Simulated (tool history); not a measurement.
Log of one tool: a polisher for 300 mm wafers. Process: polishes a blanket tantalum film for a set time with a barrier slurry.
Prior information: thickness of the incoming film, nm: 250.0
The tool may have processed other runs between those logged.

run  hour  flow of slurry (ml/min)  pressure of the wafer on the pad (kPa)  speed of the pad under the wafer (cm/s)  abrasive content of the slurry  polishing time (s)  film removed (nm)
  1     0                      130                                    11.7                                       88                               1                  38             38.782
  2   5.7                      140                                    13.1                                       88                               1                  38             43.471
  3   8.2                      145                                    14.5                                       88                               1                  38             48.205
  4  17.1                      150                                    15.2                                       88                               1                  38             50.508
  5  22.3                      150                                    12.4                                       88                               1                  38             42.032
  6  27.3                      150                                      11                                       88                               1                  38             37.301
  7  33.9                      150                                    13.1                                       88                               1                  38             44.551
  8  40.2                      160                                    13.8                                       88                               1                  38             46.984
  9  42.5                      165                                    14.5                                       88                               1                  38             48.968

For run 10, what comes out?
 10  50.3                      165                                    14.5                                       88                               1                  38                  ?

{"run 10": {"film removed (nm)": 48.934}}
